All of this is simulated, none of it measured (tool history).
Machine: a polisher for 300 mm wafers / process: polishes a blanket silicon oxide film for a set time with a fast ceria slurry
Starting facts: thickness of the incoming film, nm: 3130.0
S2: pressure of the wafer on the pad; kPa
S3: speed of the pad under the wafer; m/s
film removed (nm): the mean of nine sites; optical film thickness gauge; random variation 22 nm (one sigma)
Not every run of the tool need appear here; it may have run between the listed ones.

{"run": 1, "hour": 0.0, "flow of slurry (ml/min)": 120, "S2": 15.9, "S3": 0.9, "polishing time (s)": 110, "film removed (nm)": 1186}
{"run": 2, "hour": 1.1, "flow of slurry (ml/min)": 100, "S2": 15.9, "S3": 0.9, "polishing time (s)": 110, "film removed (nm)": 1137.9}
{"run": 3, "hour": 6.1, "flow of slurry (ml/min)": 105, "S2": 17.2, "S3": 0.9, "polishing time (s)": 110, "film removed (nm)": 1215.6}
{"run": 4, "hour": 8.4, "flow of slurry (ml/min)": 75, "S2": 17.2, "S3": 0.9, "polishing time (s)": 110, "film removed (nm)": 1177.1}
{"run": 5, "hour": 13.0, "flow of slurry (ml/min)": 80, "S2": 18.6, "S3": 0.9, "polishing time (s)": 110, "film removed (nm)": 1275.6}
{"run": 6, "hour": 13.6, "flow of slurry (ml/min)": 80, "S2": 18.6, "S3": 0.9, "polishing time (s)": 115, "film removed (nm)": 1307.5}
{"run": 7, "hour": 19.6, "flow of slurry (ml/min)": 85, "S2": 19.3, "S3": 0.9, "polishing time (s)": 115, "film removed (nm)": 1399.5}

The next listed run, before its measurement:
{"run": 8, "hour": 20.3, "flow of slurry (ml/min)": 90, "S2": 20, "S3": 0.9, "polishing time (s)": 115, "film removed (nm)": "?"}

For run 8 the tool returned film removed (nm) 1443.1.
